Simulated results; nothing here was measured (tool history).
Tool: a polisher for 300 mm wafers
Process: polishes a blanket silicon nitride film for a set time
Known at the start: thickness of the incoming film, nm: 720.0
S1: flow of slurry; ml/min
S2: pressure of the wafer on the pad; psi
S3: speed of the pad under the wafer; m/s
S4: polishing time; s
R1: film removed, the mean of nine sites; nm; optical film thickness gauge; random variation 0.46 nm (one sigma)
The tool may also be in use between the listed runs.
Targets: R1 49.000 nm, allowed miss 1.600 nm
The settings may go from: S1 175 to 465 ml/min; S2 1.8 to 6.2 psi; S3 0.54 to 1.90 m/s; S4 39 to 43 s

Run 1, day 0.000: S1 295 ml/min, S2 4.0 psi, S3 1.22 m/s, S4 43 s. Result: R1 95.111 nm.
Run 2, day 0.029: S1 295 ml/min, S2 4.0 psi, S3 1.22 m/s, S4 43 s. Result: R1 93.787 nm.
Run 3, day 0.354: S1 295 ml/min, S2 4.0 psi, S3 1.22 m/s, S4 43 s. Result: R1 94.577 nm.
Run 4, day 0.571: S1 340 ml/min, S2 4.0 psi, S3 1.22 m/s, S4 43 s. Result: R1 96.322 nm.
Run 5, day 0.654: S1 340 ml/min, S2 4.0 psi, S3 1.34 m/s, S4 43 s. Result: R1 101.720 nm.
Run 6, day 0.683: S1 340 ml/min, S2 4.0 psi, S3 1.06 m/s, S4 43 s. Result: R1 87.512 nm.
Run 7, day 0.996: S1 340 ml/min, S2 3.6 psi, S3 1.04 m/s, S4 43 s. Result: R1 78.934 nm.
Run 8, day 1.367: S1 335 ml/min, S2 2.5 psi, S3 0.94 m/s, S4 43 s. Result: R1 51.230 nm.

5 next moves are on the table. One of them brings every result within its allowed miss. Which?
Run A, day 1.738: S1 335 ml/min, S2 2.4 psi, S3 1.10 m/s, S4 43 s. Result: R1 ?.
Run B, day 1.738: S1 335 ml/min, S2 2.6 psi, S3 1.10 m/s, S4 39 s. Result: R1 ?.
Run C, day 1.738: S1 370 ml/min, S2 2.7 psi, S3 1.02 m/s, S4 39 s. Result: R1 ?.
Run D, day 1.738: S1 310 ml/min, S2 2.4 psi, S3 0.96 m/s, S4 42 s. Result: R1 ?.
Run E, day 1.738: S1 295 ml/min, S2 2.9 psi, S3 0.94 m/s, S4 39 s. Result: R1 ?.

move      R1
   A  54.156
   B  53.011
   C  52.872
   D  48.331
   E  52.846
A: further off than the last run
B: further off than the last run
C: further off than the last run
D: meets every target
E: further off than the last run
Answer: D
